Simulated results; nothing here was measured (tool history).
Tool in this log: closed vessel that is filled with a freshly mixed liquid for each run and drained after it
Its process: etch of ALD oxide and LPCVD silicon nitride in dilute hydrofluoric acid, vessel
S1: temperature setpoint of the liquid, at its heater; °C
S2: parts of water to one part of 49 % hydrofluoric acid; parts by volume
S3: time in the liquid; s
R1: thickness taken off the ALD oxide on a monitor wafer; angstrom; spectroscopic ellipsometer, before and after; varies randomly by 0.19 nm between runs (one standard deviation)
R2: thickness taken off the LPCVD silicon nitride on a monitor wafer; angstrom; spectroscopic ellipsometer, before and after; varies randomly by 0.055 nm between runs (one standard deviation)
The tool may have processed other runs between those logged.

{"run": 1, "hour": 0.0, "S1": 21, "S2": 240, "S3": 165, "R1": 134.32, "R2": 2.6442}
{"run": 2, "hour": 2.8, "S1": 21, "S2": 290, "S3": 165, "R1": 108.05, "R2": 2.2589}
{"run": 3, "hour": 10.3, "S1": 21, "S2": 290, "S3": 95, "R1": 62.408, "R2": 1.581}
{"run": 4, "hour": 16.3, "S1": 21, "S2": 245, "S3": 95, "R1": 76.078, "R2": 1.892}
{"run": 5, "hour": 20.1, "S1": 22.5, "S2": 190, "S3": 95, "R1": 110.16, "R2": 2.5111}
{"hour": 25.2, "done": "thermometer replaced"}
{"run": 6, "hour": 25.2, "S1": 22.5, "S2": 125, "S3": 95, "R1": 169.78, "R2": 3.1429}
{"run": 7, "hour": 27.4, "S1": 24, "S2": 120, "S3": 95, "R1": 186.69, "R2": 3.9491}

For run 8, what comes out?
{"run": 8, "hour": 35.8, "S1": 27.5, "S2": 90, "S3": 95, "R1": "?", "R2": "?"}

Run 8 produced R1 298.68 angstrom, R2 5.5119 angstrom.
